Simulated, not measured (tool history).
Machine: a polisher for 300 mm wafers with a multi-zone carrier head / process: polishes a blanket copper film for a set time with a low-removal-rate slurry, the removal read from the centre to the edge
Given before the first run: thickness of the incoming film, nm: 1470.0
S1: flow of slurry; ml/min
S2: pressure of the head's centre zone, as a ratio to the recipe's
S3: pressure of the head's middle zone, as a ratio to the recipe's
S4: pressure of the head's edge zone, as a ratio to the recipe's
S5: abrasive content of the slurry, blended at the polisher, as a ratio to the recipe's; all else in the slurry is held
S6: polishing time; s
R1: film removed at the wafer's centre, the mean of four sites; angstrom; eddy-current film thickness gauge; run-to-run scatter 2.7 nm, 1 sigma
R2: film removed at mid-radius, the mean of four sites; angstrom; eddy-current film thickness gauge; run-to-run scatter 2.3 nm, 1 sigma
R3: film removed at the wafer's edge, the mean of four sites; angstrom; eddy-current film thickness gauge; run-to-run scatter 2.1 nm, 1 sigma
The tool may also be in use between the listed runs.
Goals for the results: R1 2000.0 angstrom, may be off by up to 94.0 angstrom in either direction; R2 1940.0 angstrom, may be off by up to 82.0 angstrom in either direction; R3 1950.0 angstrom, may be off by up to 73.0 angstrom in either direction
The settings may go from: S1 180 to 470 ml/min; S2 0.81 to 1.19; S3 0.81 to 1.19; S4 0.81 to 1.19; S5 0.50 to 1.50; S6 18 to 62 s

| run | hour | S1 | S2 | S3 | S4 | S5 | S6 | R1 | R2 | R3 |
|---|---|---|---|---|---|---|---|---|---|---|
| 1 | 0.0 | 300 | 1.00 | 1.00 | 1.00 | 1.00 | 40 | 1200.9 | 1217.5 | 1257.8 |
| 2 | 6.9 | 305 | 1.02 | 1.02 | 1.02 | 1.10 | 42 | 1327.3 | 1323.6 | 1325.6 |
| 3 | 8.0 | 305 | 1.09 | 1.02 | 1.02 | 1.10 | 42 | 1414.3 | 1315.7 | 1295.0 |
| 4 | 16.0 | 305 | 1.09 | 1.02 | 0.95 | 1.10 | 42 | 1451.6 | 1333.2 | 1259.3 |
| 5 | 24.2 | 305 | 1.08 | 1.02 | 0.97 | 1.15 | 45 | 1509.4 | 1406.6 | 1393.2 |
| 6 | 29.8 | 305 | 1.08 | 1.03 | 0.98 | 1.20 | 47 | 1574.4 | 1485.0 | 1462.9 |
| 7 | 37.8 | 305 | 1.08 | 1.04 | 0.99 | 1.25 | 49 | 1649.1 | 1623.6 | 1550.4 |
| 8 | 38.4 | 305 | 1.09 | 1.03 | 1.00 | 1.30 | 51 | 1791.0 | 1677.0 | 1675.2 |
| 9 | 46.0 | 305 | 1.09 | 1.04 | 1.02 | 1.35 | 52 | 1819.5 | 1732.6 | 1695.1 |
| 10 | 54.3 | 305 | 1.09 | 1.04 | 1.03 | 1.35 | 53 | 1837.1 | 1790.1 | 1743.9 |
| 11 | 55.9 | 305 | 1.09 | 1.04 | 1.03 | 1.40 | 54 | 1933.7 | 1861.1 | 1793.4 |
| 12 | 59.4 | 305 | 1.08 | 1.03 | 1.04 | 1.40 | 54 | 1872.1 | 1813.9 | 1811.4 |

Exactly one of the 5 candidate moves below puts every result within its allowed miss. Which one?
| A | 62.9 | 325 | 1.09 | 1.17 | 1.04 | 1.40 | 52 | ? | ? | ? |
| B | 62.9 | 315 | 1.13 | 1.00 | 0.97 | 1.50 | 52 | ? | ? | ? |
| C | 62.9 | 335 | 1.00 | 1.08 | 1.19 | 1.20 | 50 | ? | ? | ? |
| D | 62.9 | 360 | 1.11 | 1.14 | 0.99 | 1.45 | 53 | ? | ? | ? |
| E | 62.9 | 220 | 1.08 | 1.04 | 1.04 | 1.20 | 62 | ? | ? | ? |

| move | R1 | R2 | R3 |
|---|---|---|---|
| A | 1787.2 | 1939.2 | 1749.5 |
| B | 1866.9 | 1710.6 | 1722.0 |
| C | 1539.7 | 1702.1 | 1741.4 |
| D | 1884.9 | 1962.0 | 1772.0 |
| E | 1954.1 | 1946.4 | 1967.5 |
A: the biggest miss grows against the last run
B: the biggest miss grows against the last run
C: the biggest miss grows against the last run
D: the biggest miss grows against the last run
E: every result within its allowed miss
E meets every target.

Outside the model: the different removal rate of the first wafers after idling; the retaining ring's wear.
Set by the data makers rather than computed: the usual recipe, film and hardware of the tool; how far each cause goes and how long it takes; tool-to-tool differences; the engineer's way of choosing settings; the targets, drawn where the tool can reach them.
